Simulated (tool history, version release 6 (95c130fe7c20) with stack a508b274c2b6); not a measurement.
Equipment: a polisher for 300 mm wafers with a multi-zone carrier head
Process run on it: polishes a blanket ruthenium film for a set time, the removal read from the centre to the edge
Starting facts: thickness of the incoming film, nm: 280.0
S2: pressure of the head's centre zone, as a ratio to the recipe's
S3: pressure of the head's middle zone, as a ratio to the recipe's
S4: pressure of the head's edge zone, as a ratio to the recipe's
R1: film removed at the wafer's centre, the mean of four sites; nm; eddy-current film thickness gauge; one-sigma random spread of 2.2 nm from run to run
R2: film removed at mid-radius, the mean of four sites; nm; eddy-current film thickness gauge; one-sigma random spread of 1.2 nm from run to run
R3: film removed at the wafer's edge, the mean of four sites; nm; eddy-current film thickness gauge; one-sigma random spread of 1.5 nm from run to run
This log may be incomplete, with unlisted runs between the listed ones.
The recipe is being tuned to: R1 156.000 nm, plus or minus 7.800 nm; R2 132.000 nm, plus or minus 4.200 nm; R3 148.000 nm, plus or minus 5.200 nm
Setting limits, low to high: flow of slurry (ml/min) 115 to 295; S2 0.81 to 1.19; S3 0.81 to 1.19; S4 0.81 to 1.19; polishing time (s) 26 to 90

Run 1, hour 0.0: flow of slurry (ml/min) 190, S2 1.00, S3 1.00, S4 1.00, polishing time (s) 58. Result: R1 103.010 nm, R2 104.240 nm, R3 106.250 nm.
Run 2, hour 6.4: flow of slurry (ml/min) 195, S2 1.02, S3 1.00, S4 1.02, polishing time (s) 60. Result: R1 111.140 nm, R2 106.980 nm, R3 111.650 nm.
Run 3, hour 7.5: flow of slurry (ml/min) 195, S2 1.02, S3 0.97, S4 1.02, polishing time (s) 60. Result: R1 107.810 nm, R2 106.160 nm, R3 110.750 nm.
Run 4, hour 15.9: flow of slurry (ml/min) 195, S2 1.04, S3 0.97, S4 1.04, polishing time (s) 62. Result: R1 117.010 nm, R2 108.080 nm, R3 115.890 nm.
Run 5, hour 20.6: flow of slurry (ml/min) 195, S2 1.04, S3 0.97, S4 1.04, polishing time (s) 48. Result: R1 92.238 nm, R2 84.148 nm, R3 89.222 nm.
Run 6, hour 25.0: flow of slurry (ml/min) 200, S2 1.05, S3 0.97, S4 1.05, polishing time (s) 51. Result: R1 97.533 nm, R2 89.639 nm, R3 95.479 nm.
Run 7, hour 33.4: flow of slurry (ml/min) 205, S2 1.06, S3 0.97, S4 1.06, polishing time (s) 54. Result: R1 99.432 nm, R2 95.572 nm, R3 99.656 nm.
Run 8, hour 41.9: flow of slurry (ml/min) 195, S2 1.07, S3 0.97, S4 1.06, polishing time (s) 57. Result: R1 106.180 nm, R2 100.270 nm, R3 106.100 nm.
Run 9, hour 50.1: flow of slurry (ml/min) 195, S2 1.08, S3 0.95, S4 1.06, polishing time (s) 60. Result: R1 115.460 nm, R2 102.380 nm, R3 112.970 nm.
Run 10, hour 54.2: flow of slurry (ml/min) 195, S2 1.09, S3 0.95, S4 1.06, polishing time (s) 62. Result: R1 122.500 nm, R2 105.170 nm, R3 117.190 nm.
Run 11, hour 56.7: flow of slurry (ml/min) 230, S2 1.13, S3 1.02, S4 1.16, polishing time (s) 73. Result: R1 152.420 nm, R2 138.670 nm, R3 145.550 nm.

Next run, 4 choices. One meets every target within its allowed miss, the rest don't. Which?
Run A, hour 59.2: flow of slurry (ml/min) 220, S2 1.11, S3 1.01, S4 1.12, polishing time (s) 77. Result: R1 ?, R2 ?, R3 ?.
Run B, hour 59.2: flow of slurry (ml/min) 275, S2 1.16, S3 0.96, S4 1.18, polishing time (s) 73. Result: R1 ?, R2 ?, R3 ?.
Run C, hour 59.2: flow of slurry (ml/min) 255, S2 1.09, S3 1.04, S4 1.19, polishing time (s) 70. Result: R1 ?, R2 ?, R3 ?.
Run D, hour 59.2: flow of slurry (ml/min) 235, S2 1.12, S3 1.07, S4 1.06, polishing time (s) 74. Result: R1 ?, R2 ?, R3 ?.

move       R1       R2       R3
   A  157.750  142.270  149.460
   B  160.750  132.700  148.640
   C  143.810  135.050  142.100
   D  154.450  144.840  140.500
A: its largest miss is bigger than the last run's
B: each result inside its tolerance
C: brings the result that was furthest off to its target, and leaves another outside
D: its largest miss is bigger than the last run's
The right move is B.
